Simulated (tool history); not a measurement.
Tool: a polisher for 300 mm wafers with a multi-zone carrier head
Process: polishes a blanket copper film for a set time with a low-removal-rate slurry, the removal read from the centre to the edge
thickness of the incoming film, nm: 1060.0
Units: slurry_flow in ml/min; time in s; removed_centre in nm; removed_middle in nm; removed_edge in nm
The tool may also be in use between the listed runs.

run 1 hour=0 | slurry_flow=305 centre_zone=1 middle_zone=1 edge_zone=1 slurry_solids=1 time=55 | removed_centre=122.43 removed_middle=121.54 removed_edge=123.42
run 2 hour=0.9 | slurry_flow=305 centre_zone=1 middle_zone=1 edge_zone=1 slurry_solids=0.8 time=55 | removed_centre=119 removed_middle=114.56 removed_edge=116.43
run 3 hour=7.3 | slurry_flow=305 centre_zone=1 middle_zone=1 edge_zone=1 slurry_solids=0.6 time=55 | removed_centre=111.66 removed_middle=112.19 removed_edge=111.46
run 4 hour=13 | slurry_flow=235 centre_zone=1 middle_zone=1 edge_zone=1 slurry_solids=0.6 time=55 | removed_centre=107.9 removed_middle=105.46 removed_edge=108.06
run 5 hour=20.5 | slurry_flow=235 centre_zone=1 middle_zone=1 edge_zone=1.05 slurry_solids=0.6 time=55 | removed_centre=107.39 removed_middle=108.15 removed_edge=110.15
run 6 hour=23.6 | slurry_flow=235 centre_zone=1 middle_zone=1.07 edge_zone=1.05 slurry_solids=0.6 time=55 | removed_centre=106.93 removed_middle=113.28 removed_edge=111.27
run 7 hour=31.4 | slurry_flow=235 centre_zone=1 middle_zone=1.06 edge_zone=1 slurry_solids=0.55 time=54 | removed_centre=104.91 removed_middle=110.3 removed_edge=104.43

The next listed run, before its measurement:
run 8 hour=36 | slurry_flow=230 centre_zone=1 middle_zone=1.05 edge_zone=0.98 slurry_solids=0.55 time=54 | removed_centre=? removed_middle=? removed_edge=?

Run 8 gave removed_centre 103.78 nm, removed_middle 108.49 nm, removed_edge 103.97 nm.
